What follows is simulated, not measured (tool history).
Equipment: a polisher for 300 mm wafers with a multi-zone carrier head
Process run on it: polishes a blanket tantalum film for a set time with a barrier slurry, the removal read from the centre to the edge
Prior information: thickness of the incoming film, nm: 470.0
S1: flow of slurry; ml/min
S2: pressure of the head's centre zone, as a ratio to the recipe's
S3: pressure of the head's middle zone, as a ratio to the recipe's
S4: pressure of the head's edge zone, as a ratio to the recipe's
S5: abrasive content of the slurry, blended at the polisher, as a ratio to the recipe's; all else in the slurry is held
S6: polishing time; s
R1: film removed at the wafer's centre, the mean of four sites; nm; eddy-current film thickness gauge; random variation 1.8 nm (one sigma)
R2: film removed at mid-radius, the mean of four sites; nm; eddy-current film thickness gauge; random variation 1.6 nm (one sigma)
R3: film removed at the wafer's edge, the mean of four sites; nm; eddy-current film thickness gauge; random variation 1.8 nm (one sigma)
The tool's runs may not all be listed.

run    day   S1    S2    S3    S4    S5  S6      R1      R2      R3
  1  0.000  290  1.00  1.00  1.00  1.00  86  104.03  105.02  105.25
  2  0.133  355  1.00  1.00  1.00  1.00  86  104.92  104.92  106.49
  3  0.429  360  1.00  0.99  1.04  1.15  89  110.35  114.71  118.01
  4  0.771  360  1.00  0.99  1.04  1.35  89  115.70  116.51  124.05
  5  0.958  360  1.00  0.99  1.04  1.50  89  115.01  119.18  123.60
  6  0.988  365  1.02  0.99  1.07  1.50  91  124.17  126.15  130.40

Run 7, settings as shown, results not yet in. Your forecast:
  7  1.046  370  1.02  0.97  1.10  1.50  92   ?   ?   ?

R1: 123.48 nm
R2: 122.87 nm
R3: 134.98 nm

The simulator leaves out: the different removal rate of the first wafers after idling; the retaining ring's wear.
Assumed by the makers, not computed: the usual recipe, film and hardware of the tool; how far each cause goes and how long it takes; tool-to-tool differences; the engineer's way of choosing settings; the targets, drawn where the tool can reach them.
